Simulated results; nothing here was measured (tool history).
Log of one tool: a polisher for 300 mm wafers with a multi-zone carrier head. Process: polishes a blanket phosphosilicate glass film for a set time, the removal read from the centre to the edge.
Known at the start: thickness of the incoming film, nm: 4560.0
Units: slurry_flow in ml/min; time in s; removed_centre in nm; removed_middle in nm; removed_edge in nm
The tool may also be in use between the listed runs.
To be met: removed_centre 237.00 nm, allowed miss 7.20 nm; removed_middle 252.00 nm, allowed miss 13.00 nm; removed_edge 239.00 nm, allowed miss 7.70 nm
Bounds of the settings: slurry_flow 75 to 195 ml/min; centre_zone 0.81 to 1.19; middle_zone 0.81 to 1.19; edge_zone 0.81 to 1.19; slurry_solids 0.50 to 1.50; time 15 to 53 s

| run | hour | slurry_flow | centre_zone | middle_zone | edge_zone | slurry_solids | time | removed_centre | removed_middle | removed_edge |
|---|---|---|---|---|---|---|---|---|---|---|
| 1 | 0.0 | 125 | 1.00 | 1.00 | 1.00 | 1.00 | 34 | 207.41 | 199.07 | 201.91 |
| 2 | 7.4 | 135 | 1.00 | 1.03 | 1.03 | 1.00 | 34 | 210.85 | 205.65 | 207.54 |
| 3 | 11.1 | 135 | 1.00 | 1.03 | 0.95 | 1.00 | 34 | 211.75 | 206.33 | 205.44 |
| 4 | 13.5 | 135 | 1.00 | 1.03 | 0.95 | 1.00 | 37 | 227.66 | 221.33 | 222.36 |
| 5 | 19.3 | 135 | 1.00 | 1.03 | 0.95 | 1.20 | 37 | 247.73 | 232.95 | 236.71 |
| 6 | 26.5 | 135 | 1.00 | 1.03 | 0.95 | 1.20 | 34 | 223.91 | 220.73 | 219.39 |
| 7 | 29.8 | 145 | 0.99 | 1.05 | 0.96 | 1.20 | 34 | 226.75 | 223.97 | 218.54 |
| 8 | 31.6 | 145 | 0.98 | 1.06 | 0.97 | 1.25 | 34 | 229.81 | 231.32 | 223.43 |
| 9 | 34.1 | 145 | 0.97 | 1.06 | 0.98 | 1.30 | 34 | 227.80 | 234.46 | 233.52 |
| 10 | 38.8 | 150 | 0.97 | 1.07 | 0.98 | 1.30 | 34 | 230.58 | 239.90 | 230.33 |

5 next moves are on the table. One of them brings every result within its allowed miss. Which?
| A | 43.5 | 180 | 1.02 | 1.16 | 0.91 | 1.25 | 32 | ? | ? | ? |
| B | 43.5 | 110 | 1.01 | 1.12 | 1.00 | 1.15 | 38 | ? | ? | ? |
| C | 43.5 | 160 | 1.00 | 0.93 | 1.03 | 1.50 | 32 | ? | ? | ? |
| D | 43.5 | 160 | 0.96 | 1.12 | 0.93 | 1.25 | 33 | ? | ? | ? |
| E | 43.5 | 140 | 1.04 | 0.98 | 0.98 | 1.25 | 33 | ? | ? | ? |

| move | removed_centre | removed_middle | removed_edge |
|---|---|---|---|
| A | 231.92 | 242.52 | 216.87 |
| B | 236.81 | 245.81 | 240.30 |
| C | 236.55 | 210.01 | 237.86 |
| D | 220.04 | 238.01 | 222.09 |
| E | 231.70 | 207.14 | 222.27 |
A: further off than the last run
B: meets every target
C: brings the result that was furthest off to its target, and leaves another outside
D: further off than the last run
E: further off than the last run
The right move is B.

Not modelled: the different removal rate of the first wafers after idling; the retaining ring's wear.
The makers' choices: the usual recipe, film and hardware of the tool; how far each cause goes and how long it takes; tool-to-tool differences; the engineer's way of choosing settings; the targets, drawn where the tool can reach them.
